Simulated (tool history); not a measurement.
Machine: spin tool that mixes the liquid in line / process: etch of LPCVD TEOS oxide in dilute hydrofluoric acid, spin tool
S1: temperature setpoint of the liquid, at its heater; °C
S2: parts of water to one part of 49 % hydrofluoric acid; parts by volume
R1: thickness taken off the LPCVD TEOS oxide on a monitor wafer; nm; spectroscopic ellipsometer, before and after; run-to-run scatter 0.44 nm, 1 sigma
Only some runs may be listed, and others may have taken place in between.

{"run": 1, "hour": 0.0, "S1": 23, "S2": 155, "time under the liquid (s)": 190, "R1": 42.301}
{"run": 2, "hour": 3.5, "S1": 23, "S2": 100, "time under the liquid (s)": 190, "R1": 70.712}
{"run": 3, "hour": 4.2, "S1": 21.5, "S2": 100, "time under the liquid (s)": 190, "R1": 65.248}
{"run": 4, "hour": 10.7, "S1": 21.5, "S2": 125, "time under the liquid (s)": 190, "R1": 51.591}
{"run": 5, "hour": 18.4, "S1": 21.5, "S2": 155, "time under the liquid (s)": 190, "R1": 40.074}
{"hour": 19.9, "done": "hydrofluoric acid flow meter replaced"}
{"run": 6, "hour": 19.9, "S1": 21.5, "S2": 155, "time under the liquid (s)": 190, "R1": 36.39}
{"run": 7, "hour": 22.2, "S1": 23, "S2": 155, "time under the liquid (s)": 190, "R1": 38.615}
{"run": 8, "hour": 28.7, "S1": 27, "S2": 140, "time under the liquid (s)": 190, "R1": 50.916}
{"run": 9, "hour": 35.9, "S1": 28, "S2": 140, "time under the liquid (s)": 190, "R1": 52.981}
{"run": 10, "hour": 37.9, "S1": 28.5, "S2": 140, "time under the liquid (s)": 190, "R1": 54.709}

Run 11 comes next. What will it give?
{"run": 11, "hour": 43.7, "S1": 29, "S2": 140, "time under the liquid (s)": 190, "R1": "?"}

{"run 11": {"R1": 54.605}}
